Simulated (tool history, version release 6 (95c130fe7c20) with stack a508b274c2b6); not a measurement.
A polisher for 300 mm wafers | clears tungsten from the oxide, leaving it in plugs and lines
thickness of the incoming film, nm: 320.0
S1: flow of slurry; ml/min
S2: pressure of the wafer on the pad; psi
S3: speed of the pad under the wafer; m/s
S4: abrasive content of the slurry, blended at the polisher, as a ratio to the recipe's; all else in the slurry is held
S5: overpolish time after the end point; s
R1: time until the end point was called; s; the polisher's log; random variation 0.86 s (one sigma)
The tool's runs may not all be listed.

| run | day | S1 | S2 | S3 | S4 | S5 | R1 |
|---|---|---|---|---|---|---|---|
| 1 | 0.000 | 180 | 3.0 | 1.20 | 1.0 | 9 | 84.236 |
| 2 | 0.158 | 155 | 3.0 | 1.20 | 1.0 | 9 | 85.301 |
| 3 | 0.242 | 155 | 3.0 | 1.48 | 1.0 | 9 | 71.200 |
| 4 | 0.267 | 155 | 2.5 | 1.48 | 1.0 | 9 | 83.951 |
| 5 | 0.504 | 155 | 2.5 | 1.48 | 1.0 | 9 | 84.186 |
| 6 | 0.571 | 155 | 2.5 | 1.48 | 1.1 | 9 | 83.104 |
| 7 | 0.908 | 155 | 2.9 | 1.50 | 1.1 | 9 | 69.520 |

Forecast run 8:
| 8 | 1.221 | 155 | 3.7 | 1.54 | 1.1 | 9 | ? |

R1: 54.491 s
